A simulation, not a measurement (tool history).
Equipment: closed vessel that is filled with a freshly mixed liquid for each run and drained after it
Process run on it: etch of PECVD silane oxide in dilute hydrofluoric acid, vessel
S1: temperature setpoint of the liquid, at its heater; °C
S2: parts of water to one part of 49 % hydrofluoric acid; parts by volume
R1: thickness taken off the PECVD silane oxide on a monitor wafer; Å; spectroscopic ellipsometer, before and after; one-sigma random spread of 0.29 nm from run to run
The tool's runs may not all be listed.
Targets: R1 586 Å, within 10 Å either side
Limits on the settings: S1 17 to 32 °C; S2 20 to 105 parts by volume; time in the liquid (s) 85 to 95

{"run": 1, "hour": 0.0, "S1": 24, "S2": 55, "time in the liquid (s)": 85, "R1": 424.88}
{"run": 2, "hour": 3.4, "S1": 26.5, "S2": 55, "time in the liquid (s)": 85, "R1": 471.33}
{"run": 3, "hour": 9.3, "S1": 26.5, "S2": 55, "time in the liquid (s)": 95, "R1": 525.41}
{"run": 4, "hour": 17.7, "S1": 27.5, "S2": 55, "time in the liquid (s)": 95, "R1": 542.42}
{"run": 5, "hour": 22.0, "S1": 28, "S2": 55, "time in the liquid (s)": 95, "R1": 552.38}
{"run": 6, "hour": 26.9, "S1": 28, "S2": 40, "time in the liquid (s)": 95, "R1": 778.73}
{"run": 7, "hour": 31.2, "S1": 25.5, "S2": 40, "time in the liquid (s)": 95, "R1": 709.55}
{"run": 8, "hour": 40.4, "S1": 24, "S2": 40, "time in the liquid (s)": 95, "R1": 661.1}
{"run": 9, "hour": 44.3, "S1": 23, "S2": 40, "time in the liquid (s)": 95, "R1": 637.28}
{"run": 10, "hour": 53.3, "S1": 22.5, "S2": 40, "time in the liquid (s)": 95, "R1": 626}
{"run": 11, "hour": 57.0, "S1": 22, "S2": 40, "time in the liquid (s)": 95, "R1": 613.02}
{"run": 12, "hour": 63.3, "S1": 21.5, "S2": 40, "time in the liquid (s)": 95, "R1": 599.55}

Which one of the following 4 next-run settings gets every result inside its allowed miss? There is exactly one.
{"run": "A", "hour": 69.6, "S1": 18.5, "S2": 35, "time in the liquid (s)": 95, "R1": "?"}
{"run": "B", "hour": 69.6, "S1": 21, "S2": 40, "time in the liquid (s)": 95, "R1": "?"}
{"run": "C", "hour": 69.6, "S1": 20, "S2": 40, "time in the liquid (s)": 95, "R1": "?"}
{"run": "D", "hour": 69.6, "S1": 25, "S2": 40, "time in the liquid (s)": 85, "R1": "?"}

move=A R1=602.77
move=B R1=583.67
move=C R1=559.32
move=D R1=617.3
A: its largest miss is bigger than the last run's
B: in spec on every target
C: carries the result that was furthest off beyond its target, to the other side
D: its largest miss is bigger than the last run's
Answer: B
